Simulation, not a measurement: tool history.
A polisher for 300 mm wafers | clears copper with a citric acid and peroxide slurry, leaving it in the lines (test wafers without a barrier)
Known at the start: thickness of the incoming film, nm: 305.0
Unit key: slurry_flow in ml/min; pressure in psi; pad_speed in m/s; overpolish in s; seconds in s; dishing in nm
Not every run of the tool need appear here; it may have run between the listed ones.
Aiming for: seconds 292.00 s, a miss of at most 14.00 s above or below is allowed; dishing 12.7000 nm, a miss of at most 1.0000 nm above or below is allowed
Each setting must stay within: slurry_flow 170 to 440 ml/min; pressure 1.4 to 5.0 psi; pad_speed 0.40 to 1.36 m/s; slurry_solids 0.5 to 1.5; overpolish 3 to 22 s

run  hour  slurry_flow  pressure  pad_speed  slurry_solids  overpolish  seconds  dishing
  1   0.0          280       3.2       0.88            1.0          11   178.08  12.4110
  2   1.7          280       2.8       0.88            1.0          13   200.75  13.4140
  3   7.7          280       2.5       0.88            1.0          14   222.76  13.1790
  4  10.3          280       2.3       0.88            1.0          15   236.69  12.3640
  5  15.2          280       2.3       0.88            1.0          10   241.56   8.8124
  6  23.2          280       2.1       0.88            1.0          12   263.02   9.0677
  7  27.3          280       2.0       0.88            1.0          14   276.57  10.2780
  8  33.3          280       2.0       0.88            1.0          15   274.53  11.5960
  9  35.5          280       2.0       0.88            1.0          16   271.68  11.6360
 10  38.1          280       1.7       0.88            1.0          19   314.20  12.0520

4 next moves are on the table. One of them brings every result within its allowed miss. Which?
  A  40.7          260       2.1       0.92            0.9          13        ?        ?
  B  40.7          285       2.1       0.80            0.9          18        ?        ?
  C  40.7          300       1.8       0.74            1.0          20        ?        ?
  D  40.7          285       1.7       1.00            1.1          15        ?        ?

move  seconds  dishing
   A   266.96  10.1770
   B   291.38  12.6970
   C   344.52  11.9370
   D   289.95  10.7070
A: the result that was furthest off in the last run now lies on the other side of its target
B: all results land within tolerance of their targets
C: the biggest miss grows against the last run
D: meets the target for the result that was furthest off, but another lies outside its allowed miss
B is the move that brings every result within its allowed miss.
